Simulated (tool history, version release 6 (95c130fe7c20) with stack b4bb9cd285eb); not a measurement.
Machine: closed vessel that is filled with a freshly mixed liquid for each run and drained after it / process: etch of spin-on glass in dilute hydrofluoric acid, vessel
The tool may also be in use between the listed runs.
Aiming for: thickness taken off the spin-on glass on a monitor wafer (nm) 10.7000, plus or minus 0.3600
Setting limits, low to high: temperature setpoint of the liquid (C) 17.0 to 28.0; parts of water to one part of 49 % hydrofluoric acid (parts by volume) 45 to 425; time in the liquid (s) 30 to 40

run  hour  temperature setpoint of the liquid (C)  parts of water to one part of 49 % hydrofluoric acid (parts by volume)  time in the liquid (s)  thickness taken off the spin-on glass on a monitor wafer (nm)
  1   0.0                                    20.0                                                                     235                      40                                                         3.7883
  2   9.3                                    20.0                                                                     185                      40                                                         5.0241
  3  17.4                                    22.0                                                                     160                      40                                                         6.4979
  4  22.1                                    23.5                                                                     150                      40                                                         7.3963
  5  27.6                                    20.0                                                                     150                      40                                                         6.3307
  6  31.1                                    22.5                                                                     150                      40                                                         7.2434
  7  36.0                                    24.0                                                                     145                      40                                                         7.8486
     38.8  -- thermometer replaced
  8  38.8                                    25.0                                                                     140                      40                                                         9.0740
  9  46.5                                    25.5                                                                     140                      40                                                         9.1852

Exercise: of the 4 proposed moves below, exactly one satisfies all targets within the stated allowed misses. Which move is it?
  A  54.2                                    22.5                                                                     110                      40                                                              ?
  B  54.2                                    24.5                                                                     125                      40                                                              ?
  C  54.2                                    22.0                                                                     100                      40                                                              ?
  D  54.2                                    25.5                                                                     160                      40                                                              ?

move  thickness taken off the spin-on glass on a monitor wafer (nm)
   A                                                        10.7630
   B                                                        10.0660
   C                                                        11.7410
   D                                                         7.8379
A: meets every target
B: gains on the last run, yet a result remains outside its allowed miss
C: moves the result that the last run missed by most past its target, out the other side
D: the biggest miss grows against the last run
The move that meets every target is A.

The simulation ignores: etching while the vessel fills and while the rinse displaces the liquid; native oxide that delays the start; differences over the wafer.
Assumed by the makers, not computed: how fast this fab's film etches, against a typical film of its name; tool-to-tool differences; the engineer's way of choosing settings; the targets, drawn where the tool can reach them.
